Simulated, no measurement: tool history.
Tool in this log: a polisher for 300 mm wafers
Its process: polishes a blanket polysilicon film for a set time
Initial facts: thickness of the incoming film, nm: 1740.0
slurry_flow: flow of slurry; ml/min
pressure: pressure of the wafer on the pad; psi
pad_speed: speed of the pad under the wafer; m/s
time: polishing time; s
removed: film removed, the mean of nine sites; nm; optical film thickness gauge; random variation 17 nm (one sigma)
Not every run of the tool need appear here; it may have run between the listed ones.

{"run": 1, "day": 0.0, "slurry_flow": 220, "pressure": 2.2, "pad_speed": 1.04, "time": 115, "removed": 841.01}
{"run": 2, "day": 0.242, "slurry_flow": 220, "pressure": 2.2, "pad_speed": 0.8, "time": 115, "removed": 669.94}
{"run": 3, "day": 0.471, "slurry_flow": 220, "pressure": 2.4, "pad_speed": 0.82, "time": 115, "removed": 759.44}
{"run": 4, "day": 0.721, "slurry_flow": 260, "pressure": 2.4, "pad_speed": 0.82, "time": 115, "removed": 770.31}
{"run": 5, "day": 1.05, "slurry_flow": 260, "pressure": 2.1, "pad_speed": 0.82, "time": 115, "removed": 675.29}
{"run": 6, "day": 1.35, "slurry_flow": 260, "pressure": 2.3, "pad_speed": 0.84, "time": 115, "removed": 757.73}
{"run": 7, "day": 1.654, "slurry_flow": 260, "pressure": 2.5, "pad_speed": 0.84, "time": 115, "removed": 806.97}

Run 8 has not been measured yet. What should we expect?
{"run": 8, "day": 1.925, "slurry_flow": 260, "pressure": 3.1, "pad_speed": 1.06, "time": 116, "removed": "?"}

removed: 1220.50 nm
